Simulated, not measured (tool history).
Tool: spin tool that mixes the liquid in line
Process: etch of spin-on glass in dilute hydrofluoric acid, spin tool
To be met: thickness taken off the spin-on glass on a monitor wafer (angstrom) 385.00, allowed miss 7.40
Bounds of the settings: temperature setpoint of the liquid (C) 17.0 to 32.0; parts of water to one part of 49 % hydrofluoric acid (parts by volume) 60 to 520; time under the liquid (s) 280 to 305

run,hour,temperature setpoint of the liquid (C),parts of water to one part of 49 % hydrofluoric acid (parts by volume),time under the liquid (s),thickness taken off the spin-on glass on a monitor wafer (angstrom)
1,0.0,24.0,290,280,158.90
2,2.6,25.0,275,280,176.75
3,5.0,26.0,260,280,196.09
4,9.8,26.5,245,280,216.78
5,10.8,26.5,180,280,313.65
6,13.1,27.0,180,280,319.69
7,20.8,27.5,180,280,324.08
8,29.3,31.5,170,280,401.36
9,31.6,31.0,170,280,394.99

5 next moves are on the table. One of them brings every result within its allowed miss. Which?
A,33.9,32.0,190,285,?
B,33.9,32.0,180,280,?
C,33.9,28.5,160,290,?
D,33.9,32.0,180,295,?
E,33.9,31.0,185,285,?

move,thickness taken off the spin-on glass on a monitor wafer (angstrom)
A,362.66
B,381.03
C,402.59
D,401.44
E,362.22
A: takes the result that was furthest off past its target
B: meets every target
C: further off than the last run
D: further off than the last run
E: takes the result that was furthest off past its target
Move B is the one to make.
